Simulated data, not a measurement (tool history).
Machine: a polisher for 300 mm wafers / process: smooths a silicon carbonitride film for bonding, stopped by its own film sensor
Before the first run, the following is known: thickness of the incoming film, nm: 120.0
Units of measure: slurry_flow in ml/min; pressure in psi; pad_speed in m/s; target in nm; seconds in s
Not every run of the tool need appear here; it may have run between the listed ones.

| run | hour | slurry_flow | pressure | pad_speed | slurry_solids | target | seconds |
|---|---|---|---|---|---|---|---|
| 1 | 0 | 215 | 1.7 | 0.94 | 1 | 105 | 79.291 |
| 2 | 2.2 | 215 | 2.1 | 0.94 | 1 | 105 | 62.954 |
| 3 | 8.5 | 215 | 2.1 | 0.94 | 1 | 106 | 59.275 |
| 4 | 17.4 | 215 | 2.2 | 0.94 | 1 | 106 | 56.572 |
| 5 | 25.5 | 215 | 2.2 | 0.94 | 1.2 | 106 | 50.067 |
| 6 | 28.3 | 215 | 2.2 | 0.82 | 1.2 | 106 | 56.889 |
| 7 | 30 | 215 | 2.3 | 0.82 | 1.2 | 106 | 54.257 |

What will run 8 give?
| 8 | 34.4 | 215 | 2.4 | 0.82 | 1.2 | 106 | ? |

Run 8 measured seconds 53.107 s.
